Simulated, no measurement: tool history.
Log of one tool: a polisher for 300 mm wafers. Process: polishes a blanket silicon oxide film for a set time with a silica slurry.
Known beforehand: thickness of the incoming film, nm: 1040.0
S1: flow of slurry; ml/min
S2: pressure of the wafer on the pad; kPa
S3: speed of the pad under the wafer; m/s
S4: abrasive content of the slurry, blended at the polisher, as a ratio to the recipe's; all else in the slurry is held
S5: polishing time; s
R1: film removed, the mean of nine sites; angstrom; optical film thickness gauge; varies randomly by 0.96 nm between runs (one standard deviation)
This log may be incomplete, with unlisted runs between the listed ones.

run 1 day=0 | S1=210 S2=24.8 S3=1.3 S4=1 S5=82 | R1=3026.1
run 2 day=0.254 | S1=205 S2=20.7 S3=1.22 S4=1 S5=82 | R1=2525.3
run 3 day=0.35 | S1=200 S2=17.9 S3=1.1 S4=1 S5=82 | R1=2058.6
run 4 day=0.721 | S1=195 S2=15.9 S3=1.06 S4=1 S5=82 | R1=1809.9
run 5 day=1 | S1=195 S2=15.9 S3=1.24 S4=1 S5=82 | R1=2059
run 6 day=1.175 | S1=195 S2=15.9 S3=1.44 S4=1 S5=82 | R1=2298.7
run 7 day=1.475 | S1=185 S2=14.5 S3=1.32 S4=1 S5=82 | R1=2005.8
run 8 day=1.833 | S1=175 S2=13.8 S3=1.24 S4=1 S5=82 | R1=1805.2
run 9 day=2.017 | S1=165 S2=13.1 S3=1.22 S4=1 S5=82 | R1=1709.8
run 10 day=2.35 | S1=165 S2=13.1 S3=1.22 S4=1 S5=82 | R1=1734.1
run 11 day=2.488 | S1=150 S2=11 S3=1.02 S4=1 S5=82 | R1=1314.5
run 12 day=2.633 | S1=150 S2=11 S3=1.02 S4=1 S5=82 | R1=1319.5
run 13 day=2.867 | S1=160 S2=11 S3=1.02 S4=1 S5=82 | R1=1332.6
run 14 day=2.954 | S1=170 S2=11 S3=1.02 S4=1 S5=82 | R1=1344.3
run 15 day=3.321 | S1=170 S2=11 S3=1.02 S4=1 S5=82 | R1=1337.1
run 16 day=3.412 | S1=180 S2=11 S3=1.02 S4=1 S5=82 | R1=1347.3
run 17 day=3.767 | S1=190 S2=11 S3=1.02 S4=1 S5=82 | R1=1338.5

Predict the results of run 18:
run 18 day=3.988 | S1=190 S2=11 S3=1.02 S4=1 S5=82 | R1=?

Run 18 produced R1 1345.3 angstrom.
